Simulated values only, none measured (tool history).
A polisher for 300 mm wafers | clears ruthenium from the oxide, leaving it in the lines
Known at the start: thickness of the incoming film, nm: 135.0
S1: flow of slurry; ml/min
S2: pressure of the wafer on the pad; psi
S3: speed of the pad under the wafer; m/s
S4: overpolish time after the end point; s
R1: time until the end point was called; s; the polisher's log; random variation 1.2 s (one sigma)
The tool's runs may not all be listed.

Run 1, hour 0.0: S1 235 ml/min, S2 2.5 psi, S3 0.94 m/s, S4 21 s. Result: R1 107.330 s.
Run 2, hour 4.7: S1 235 ml/min, S2 2.7 psi, S3 0.94 m/s, S4 21 s. Result: R1 102.440 s.
Run 3, hour 9.5: S1 235 ml/min, S2 2.7 psi, S3 0.86 m/s, S4 21 s. Result: R1 108.540 s.
Run 4, hour 10.5: S1 215 ml/min, S2 2.7 psi, S3 0.86 m/s, S4 21 s. Result: R1 107.050 s.
Run 5, hour 12.3: S1 215 ml/min, S2 3.1 psi, S3 0.86 m/s, S4 21 s. Result: R1 93.271 s.
Run 6, hour 14.8: S1 160 ml/min, S2 3.1 psi, S3 0.86 m/s, S4 21 s. Result: R1 96.671 s.
Run 7, hour 23.5: S1 160 ml/min, S2 3.2 psi, S3 0.86 m/s, S4 21 s. Result: R1 95.771 s.

The next listed run, before its measurement:
Run 8, hour 30.1: S1 160 ml/min, S2 3.3 psi, S3 0.86 m/s, S4 21 s. Result: R1 ?.

R1: 94.823 s

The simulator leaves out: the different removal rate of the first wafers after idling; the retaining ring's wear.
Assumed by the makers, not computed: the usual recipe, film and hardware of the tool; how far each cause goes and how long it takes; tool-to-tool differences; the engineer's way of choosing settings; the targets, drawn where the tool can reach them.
